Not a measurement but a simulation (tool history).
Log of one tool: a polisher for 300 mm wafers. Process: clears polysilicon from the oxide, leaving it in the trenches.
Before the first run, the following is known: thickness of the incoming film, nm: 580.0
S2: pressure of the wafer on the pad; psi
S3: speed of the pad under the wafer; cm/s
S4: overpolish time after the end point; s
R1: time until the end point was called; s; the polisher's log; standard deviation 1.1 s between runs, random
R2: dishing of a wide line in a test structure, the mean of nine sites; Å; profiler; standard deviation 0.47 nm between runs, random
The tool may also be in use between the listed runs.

run 1 day=0.000 | flow_of_slurry_(ml/min)=155 S2=1.7 S3=102 S4=28 | R1=82.446 R2=440.48
run 2 day=0.275 | flow_of_slurry_(ml/min)=155 S2=1.4 S3=102 S4=28 | R1=98.654 R2=439.17
run 3 day=0.638 | flow_of_slurry_(ml/min)=155 S2=1.4 S3=102 S4=16 | R1=102.520 R2=399.57
run 4 day=0.729 | flow_of_slurry_(ml/min)=135 S2=1.4 S3=102 S4=16 | R1=100.960 R2=398.21
run 5 day=1.058 | flow_of_slurry_(ml/min)=135 S2=1.4 S3=76 S4=16 | R1=135.960 R2=368.64
run 6 day=1.396 | flow_of_slurry_(ml/min)=140 S2=1.7 S3=82 S4=20 | R1=100.020 R2=422.86
run 7 day=1.742 | flow_of_slurry_(ml/min)=135 S2=1.8 S3=90 S4=17 | R1=90.787 R2=417.33
run 8 day=1.896 | flow_of_slurry_(ml/min)=135 S2=2.0 S3=92 S4=15 | R1=80.071 R2=422.14
run 9 day=1.925 | flow_of_slurry_(ml/min)=135 S2=2.1 S3=94 S4=14 | R1=73.496 R2=415.32

Predict the results of run 10:
run 10 day=2.271 | flow_of_slurry_(ml/min)=135 S2=2.2 S3=94 S4=16 | R1=? R2=?

{"run 10": {"R1": 73.017, "R2": 429.5}}
